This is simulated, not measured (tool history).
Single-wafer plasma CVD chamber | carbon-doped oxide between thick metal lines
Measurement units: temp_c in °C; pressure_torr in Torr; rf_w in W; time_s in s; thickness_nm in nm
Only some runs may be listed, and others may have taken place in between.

Run 1, hour 0: temp_c 330 °C, pressure_torr 6.29 Torr, rf_w 445 W, time_s 201 s. Result: thickness_nm 1007 nm.
Run 2, hour 6.3: temp_c 330 °C, pressure_torr 6.29 Torr, rf_w 445 W, time_s 201 s. Result: thickness_nm 1007.4 nm.
Run 3, hour 14: temp_c 338 °C, pressure_torr 6.29 Torr, rf_w 445 W, time_s 201 s. Result: thickness_nm 981.07 nm.
Run 4, hour 16.4: temp_c 336 °C, pressure_torr 6.43 Torr, rf_w 450 W, time_s 201 s. Result: thickness_nm 991.26 nm.
Run 5, hour 22.6: temp_c 336 °C, pressure_torr 6.43 Torr, rf_w 410 W, time_s 201 s. Result: thickness_nm 931.92 nm.
Run 6, hour 26.8: temp_c 334 °C, pressure_torr 6.52 Torr, rf_w 415 W, time_s 201 s. Result: thickness_nm 954.04 nm.
Run 7, hour 29.6: temp_c 322 °C, pressure_torr 7.78 Torr, rf_w 450 W, time_s 201 s. Result: thickness_nm 1057.4 nm.

Predict the results of run 8:
Run 8, hour 37.4: temp_c 321 °C, pressure_torr 7.82 Torr, rf_w 450 W, time_s 201 s. Result: thickness_nm ?.

thickness_nm: 1069.2 nm

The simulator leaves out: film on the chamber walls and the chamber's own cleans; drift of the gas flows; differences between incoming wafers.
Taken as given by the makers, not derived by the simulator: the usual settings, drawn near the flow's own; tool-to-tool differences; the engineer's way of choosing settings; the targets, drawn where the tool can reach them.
